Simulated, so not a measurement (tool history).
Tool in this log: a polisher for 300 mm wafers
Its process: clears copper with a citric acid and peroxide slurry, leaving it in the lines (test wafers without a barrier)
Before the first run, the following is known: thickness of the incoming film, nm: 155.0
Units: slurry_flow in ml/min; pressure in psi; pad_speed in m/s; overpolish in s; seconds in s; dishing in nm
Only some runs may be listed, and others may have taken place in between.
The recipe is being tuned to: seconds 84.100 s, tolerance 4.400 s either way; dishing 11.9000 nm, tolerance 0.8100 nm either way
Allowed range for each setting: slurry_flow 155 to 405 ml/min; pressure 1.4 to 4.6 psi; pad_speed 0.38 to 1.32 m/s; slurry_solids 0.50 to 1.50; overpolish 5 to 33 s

{"run": 1, "hour": 0.0, "slurry_flow": 260, "pressure": 3.0, "pad_speed": 0.84, "slurry_solids": 1.0, "overpolish": 17, "seconds": 95.454, "dishing": 16.249}
{"run": 2, "hour": 6.1, "slurry_flow": 260, "pressure": 3.5, "pad_speed": 0.84, "slurry_solids": 1.0, "overpolish": 17, "seconds": 86.382, "dishing": 17.739}
{"run": 3, "hour": 9.6, "slurry_flow": 260, "pressure": 3.5, "pad_speed": 0.84, "slurry_solids": 0.8, "overpolish": 17, "seconds": 92.531, "dishing": 16.85}
{"run": 4, "hour": 11.8, "slurry_flow": 260, "pressure": 3.5, "pad_speed": 0.96, "slurry_solids": 0.8, "overpolish": 17, "seconds": 82.794, "dishing": 18.868}
{"run": 5, "hour": 18.5, "slurry_flow": 260, "pressure": 3.5, "pad_speed": 0.96, "slurry_solids": 0.9, "overpolish": 17, "seconds": 80.63, "dishing": 19.249}
{"run": 6, "hour": 22.6, "slurry_flow": 260, "pressure": 3.5, "pad_speed": 0.96, "slurry_solids": 1.05, "overpolish": 17, "seconds": 75.985, "dishing": 20.096}
{"run": 7, "hour": 30.0, "slurry_flow": 260, "pressure": 3.4, "pad_speed": 0.96, "slurry_solids": 1.05, "overpolish": 15, "seconds": 78.579, "dishing": 17.862}
{"run": 8, "hour": 37.2, "slurry_flow": 260, "pressure": 3.4, "pad_speed": 0.96, "slurry_solids": 1.05, "overpolish": 13, "seconds": 79.541, "dishing": 15.737}
{"hour": 41.5, "done": "slurry nozzle cleaned"}
{"run": 9, "hour": 41.5, "slurry_flow": 260, "pressure": 3.4, "pad_speed": 0.96, "slurry_solids": 1.05, "overpolish": 12, "seconds": 74.753, "dishing": 15.68}
{"run": 10, "hour": 45.0, "slurry_flow": 260, "pressure": 3.3, "pad_speed": 0.96, "slurry_solids": 1.05, "overpolish": 11, "seconds": 74.501, "dishing": 13.653}
{"run": 11, "hour": 47.4, "slurry_flow": 260, "pressure": 3.2, "pad_speed": 0.96, "slurry_solids": 1.05, "overpolish": 11, "seconds": 77.753, "dishing": 13.569}
{"run": 12, "hour": 49.9, "slurry_flow": 260, "pressure": 3.1, "pad_speed": 0.96, "slurry_solids": 1.05, "overpolish": 11, "seconds": 80.5, "dishing": 13.594}
{"run": 13, "hour": 58.1, "slurry_flow": 260, "pressure": 3.0, "pad_speed": 0.96, "slurry_solids": 1.05, "overpolish": 8, "seconds": 81.376, "dishing": 10.119}

Exercise: of the 4 proposed moves below, exactly one satisfies all targets within the stated allowed misses. Which move is it?
{"run": "A", "hour": 66.3, "slurry_flow": 180, "pressure": 3.1, "pad_speed": 1.0, "slurry_solids": 1.1, "overpolish": 7, "seconds": "?", "dishing": "?"}
{"run": "B", "hour": 66.3, "slurry_flow": 275, "pressure": 2.6, "pad_speed": 0.86, "slurry_solids": 1.1, "overpolish": 14, "seconds": "?", "dishing": "?"}
{"run": "C", "hour": 66.3, "slurry_flow": 210, "pressure": 3.2, "pad_speed": 1.02, "slurry_solids": 1.15, "overpolish": 10, "seconds": "?", "dishing": "?"}
{"run": "D", "hour": 66.3, "slurry_flow": 350, "pressure": 3.1, "pad_speed": 0.88, "slurry_solids": 0.95, "overpolish": 10, "seconds": "?", "dishing": "?"}

move=A seconds=79.289 dishing=9.2018
move=B seconds=97.169 dishing=13.9560
move=C seconds=73.973 dishing=13.2760
move=D seconds=85.158 dishing=11.7940
A: misses by more than the last run did
B: takes the result that was furthest off past its target
C: takes the result that was furthest off past its target
D: meets every target
Go with D: it meets all targets.

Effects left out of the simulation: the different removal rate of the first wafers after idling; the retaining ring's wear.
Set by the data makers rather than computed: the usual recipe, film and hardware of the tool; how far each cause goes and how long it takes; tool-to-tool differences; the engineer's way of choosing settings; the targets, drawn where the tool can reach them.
